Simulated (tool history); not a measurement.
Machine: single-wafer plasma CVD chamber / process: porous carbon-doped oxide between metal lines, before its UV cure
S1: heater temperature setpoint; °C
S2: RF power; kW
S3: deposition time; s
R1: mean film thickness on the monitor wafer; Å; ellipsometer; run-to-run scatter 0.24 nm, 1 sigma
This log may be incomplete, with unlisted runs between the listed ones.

{"run": 1, "day": 0.0, "S1": 300, "S2": 0.505, "S3": 16.8, "R1": 932.61}
{"run": 2, "day": 0.05, "S1": 295, "S2": 0.51, "S3": 16.8, "R1": 964.81}
{"run": 3, "day": 0.075, "S1": 301, "S2": 0.51, "S3": 16.8, "R1": 936.44}
{"run": 4, "day": 0.338, "S1": 295, "S2": 0.51, "S3": 16.8, "R1": 968.03}
{"run": 5, "day": 0.617, "S1": 306, "S2": 0.51, "S3": 16.8, "R1": 915.91}
{"run": 6, "day": 0.746, "S1": 306, "S2": 0.44, "S3": 16.8, "R1": 811.63}
{"run": 7, "day": 0.95, "S1": 298, "S2": 0.465, "S3": 16.8, "R1": 886.78}
{"run": 8, "day": 1.196, "S1": 292, "S2": 0.48, "S3": 16.8, "R1": 936.84}
{"run": 9, "day": 1.296, "S1": 288, "S2": 0.49, "S3": 16.8, "R1": 973.06}
{"run": 10, "day": 1.362, "S1": 285, "S2": 0.495, "S3": 16.8, "R1": 998.62}
{"run": 11, "day": 1.696, "S1": 283, "S2": 0.495, "S3": 16.8, "R1": 1010.2}

For run 12, what comes out?
{"run": 12, "day": 1.771, "S1": 282, "S2": 0.495, "S3": 16.8, "R1": "?"}

Run 12 gave R1 1017.20 Å.

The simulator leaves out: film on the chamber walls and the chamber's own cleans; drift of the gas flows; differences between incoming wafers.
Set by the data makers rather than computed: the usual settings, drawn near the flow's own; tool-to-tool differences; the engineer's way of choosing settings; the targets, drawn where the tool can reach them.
